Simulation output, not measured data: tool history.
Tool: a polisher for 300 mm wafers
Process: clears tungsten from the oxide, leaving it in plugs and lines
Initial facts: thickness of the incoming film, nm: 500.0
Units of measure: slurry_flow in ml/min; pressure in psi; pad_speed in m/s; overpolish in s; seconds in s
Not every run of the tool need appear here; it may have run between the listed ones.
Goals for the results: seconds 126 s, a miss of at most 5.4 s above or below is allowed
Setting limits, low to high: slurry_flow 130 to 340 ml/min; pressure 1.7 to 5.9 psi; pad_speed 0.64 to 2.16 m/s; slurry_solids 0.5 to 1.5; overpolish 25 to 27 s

run  hour  slurry_flow  pressure  pad_speed  slurry_solids  overpolish  seconds
  1     0          220       3.8        1.4              1          25   89.684
  2   3.8          220       3.8        1.4           0.95          25   91.573
  3  12.1          220       3.8        1.4            0.8          25   95.163
  4  18.6          220       3.5        1.4            0.8          25   103.36
  5  24.9          220         4        1.4            0.8          25   93.551
  6    29          220       3.6       1.38            0.8          25   100.56
  7  30.3          220       3.3       1.36            0.8          25   112.95
  8  31.5          220       3.2       1.36            0.8          25   118.12

Next run, 4 choices. One meets every target within its allowed miss, the rest don't. Which?
  A  32.7          230       2.8       1.56           0.55          25        ?
  B  32.7          165       3.4       1.08           0.95          27        ?
  C  32.7          265       4.1       1.02           1.05          25        ?
  D  32.7          305       2.5       1.44           0.85          25        ?

move  seconds
   A   125.31
   B    137.6
   C   110.65
   D    132.5
A: all results in spec
B: takes the result that was furthest off past its target
C: its largest miss is bigger than the last run's
D: takes the result that was furthest off past its target
So the answer is move A, the one that meets all the targets.
